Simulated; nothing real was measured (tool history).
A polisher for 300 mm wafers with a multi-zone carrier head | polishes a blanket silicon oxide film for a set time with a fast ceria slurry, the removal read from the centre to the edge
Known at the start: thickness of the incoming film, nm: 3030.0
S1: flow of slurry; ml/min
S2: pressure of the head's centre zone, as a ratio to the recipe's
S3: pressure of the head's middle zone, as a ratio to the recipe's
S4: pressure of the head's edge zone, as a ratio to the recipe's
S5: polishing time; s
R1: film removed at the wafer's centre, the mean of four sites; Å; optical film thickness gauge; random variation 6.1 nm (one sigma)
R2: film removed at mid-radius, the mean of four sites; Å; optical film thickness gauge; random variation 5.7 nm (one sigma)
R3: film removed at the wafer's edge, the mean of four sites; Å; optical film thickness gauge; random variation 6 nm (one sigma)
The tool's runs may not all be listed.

run	hour	S1	S2	S3	S4	S5	R1	R2	R3
1	0.0	145	1.00	1.00	1.00	77	8332.9	8852.5	8508.3
2	1.9	145	1.00	1.00	1.03	77	8355.4	8761.3	8510.2
3	9.3	145	1.00	1.00	0.97	77	8580.4	8729.0	8327.9
4	15.0	145	1.09	1.00	0.97	77	9327.7	8780.9	8126.9
5	23.4	145	1.12	1.00	0.97	77	9333.3	8747.9	8289.8
6	30.4	145	1.15	1.00	0.97	77	9530.7	8874.9	8192.6

The next listed run, before its measurement:
7	32.9	130	1.08	1.01	0.97	70	?	?	?

{"run 7": {"R1": 8099.9, "R2": 7849.2, "R3": 7413.7}}

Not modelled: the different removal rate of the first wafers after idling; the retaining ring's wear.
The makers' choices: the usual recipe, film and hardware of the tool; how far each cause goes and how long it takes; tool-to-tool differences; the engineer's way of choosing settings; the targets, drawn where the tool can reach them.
